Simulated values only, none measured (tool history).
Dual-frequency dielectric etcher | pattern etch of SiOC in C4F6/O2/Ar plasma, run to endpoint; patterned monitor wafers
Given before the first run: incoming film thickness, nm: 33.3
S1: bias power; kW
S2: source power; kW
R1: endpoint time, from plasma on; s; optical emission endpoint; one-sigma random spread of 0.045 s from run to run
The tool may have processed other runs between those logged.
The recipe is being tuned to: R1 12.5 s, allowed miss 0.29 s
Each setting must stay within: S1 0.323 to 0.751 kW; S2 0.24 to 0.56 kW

run 1 hour=0 | S1=0.537 S2=0.4 | R1=10.971
run 2 hour=5.9 | S1=0.501 S2=0.39 | R1=11.309
run 3 hour=8.3 | S1=0.452 S2=0.39 | R1=11.681
run 4 hour=15.2 | S1=0.432 S2=0.39 | R1=11.87
-- hour=16.8 wet clean of the chamber
run 5 hour=16.8 | S1=0.468 S2=0.39 | R1=11.074
run 6 hour=23.9 | S1=0.468 S2=0.43 | R1=10.683
run 7 hour=29.1 | S1=0.442 S2=0.42 | R1=10.948
run 8 hour=33.7 | S1=0.424 S2=0.41 | R1=11.226
run 9 hour=41.2 | S1=0.41 S2=0.4 | R1=11.384
run 10 hour=48.1 | S1=0.402 S2=0.39 | R1=11.501
run 11 hour=51 | S1=0.397 S2=0.37 | R1=11.851
run 12 hour=55.6 | S1=0.39 S2=0.36 | R1=12.059

Next run, 5 choices. One meets every target within its allowed miss, the rest don't. Which?
run A hour=60.2 | S1=0.407 S2=0.37 | R1=?
run B hour=60.2 | S1=0.437 S2=0.37 | R1=?
run C hour=60.2 | S1=0.374 S2=0.34 | R1=?
run D hour=60.2 | S1=0.402 S2=0.37 | R1=?
run E hour=60.2 | S1=0.37 S2=0.39 | R1=?

move=A R1=11.768
move=B R1=11.535
move=C R1=12.466
move=D R1=11.809
move=E R1=11.825
A: its largest miss is bigger than the last run's
B: its largest miss is bigger than the last run's
C: each result inside its tolerance
D: its largest miss is bigger than the last run's
E: its largest miss is bigger than the last run's
The move that meets every target is C.
